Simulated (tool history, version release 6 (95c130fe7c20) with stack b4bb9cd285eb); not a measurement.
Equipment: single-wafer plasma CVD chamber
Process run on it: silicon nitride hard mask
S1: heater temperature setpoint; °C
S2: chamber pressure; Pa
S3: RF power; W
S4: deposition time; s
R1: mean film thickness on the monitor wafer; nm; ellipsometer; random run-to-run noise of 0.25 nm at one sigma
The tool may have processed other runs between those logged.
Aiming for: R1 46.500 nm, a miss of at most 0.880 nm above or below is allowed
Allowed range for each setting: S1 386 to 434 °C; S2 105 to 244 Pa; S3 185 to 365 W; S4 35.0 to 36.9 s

Run 1, hour 0.0: S1 410 °C, S2 175 Pa, S3 275 W, S4 36.9 s. Result: R1 38.877 nm.
Run 2, hour 0.8: S1 410 °C, S2 183 Pa, S3 280 W, S4 36.9 s. Result: R1 40.326 nm.
Run 3, hour 4.7: S1 410 °C, S2 191 Pa, S3 280 W, S4 36.9 s. Result: R1 40.754 nm.
Run 4, hour 10.1: S1 410 °C, S2 191 Pa, S3 245 W, S4 36.9 s. Result: R1 35.650 nm.
Run 5, hour 13.7: S1 410 °C, S2 191 Pa, S3 230 W, S4 36.9 s. Result: R1 32.988 nm.
Run 6, hour 19.1: S1 410 °C, S2 197 Pa, S3 240 W, S4 36.9 s. Result: R1 35.087 nm.
Run 7, hour 26.8: S1 410 °C, S2 203 Pa, S3 250 W, S4 36.9 s. Result: R1 36.964 nm.
Run 8, hour 33.8: S1 410 °C, S2 208 Pa, S3 255 W, S4 36.9 s. Result: R1 37.580 nm.
Run 9, hour 39.6: S1 410 °C, S2 212 Pa, S3 260 W, S4 36.9 s. Result: R1 38.846 nm.

Which one of the following 4 next-run settings gets every result inside its allowed miss? There is exactly one.
Run A, hour 45.4: S1 406 °C, S2 220 Pa, S3 220 W, S4 35.0 s. Result: R1 ?.
Run B, hour 45.4: S1 401 °C, S2 241 Pa, S3 285 W, S4 35.7 s. Result: R1 ?.
Run C, hour 45.4: S1 418 °C, S2 244 Pa, S3 325 W, S4 36.9 s. Result: R1 ?.
Run D, hour 45.4: S1 414 °C, S2 217 Pa, S3 310 W, S4 36.9 s. Result: R1 ?.

move      R1
   A  31.240
   B  43.039
   C  49.732
   D  46.378
A: its largest miss is bigger than the last run's
B: moves toward the targets from the last run without getting all of them in spec
C: carries the result that was furthest off beyond its target, to the other side
D: meets every target
So the answer is move D, the one that meets all the targets.
